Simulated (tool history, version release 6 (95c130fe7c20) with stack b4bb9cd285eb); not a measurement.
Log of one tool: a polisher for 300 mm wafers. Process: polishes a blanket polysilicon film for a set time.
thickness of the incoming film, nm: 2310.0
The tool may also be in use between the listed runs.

run,day,flow of slurry (ml/min),pressure of the wafer on the pad (psi),speed of the pad under the wafer (m/s),polishing time (s),film removed (nm)
1,0,150,2.9,0.78,60,312.71
2,0.258,150,2.8,0.78,60,297.01
3,0.504,150,3.2,0.78,60,335.03
4,0.658,150,3.1,0.78,60,326.3
# day 0.788: worn pad replaced by a new one
5,0.788,150,3.1,0.9,60,417.31
6,1.154,150,2.6,0.9,60,360.88

Run 7 comes next. What will it give?
7,1.267,150,2.4,0.9,60,?

{"run 7": {"film removed (nm)": 339.33}}
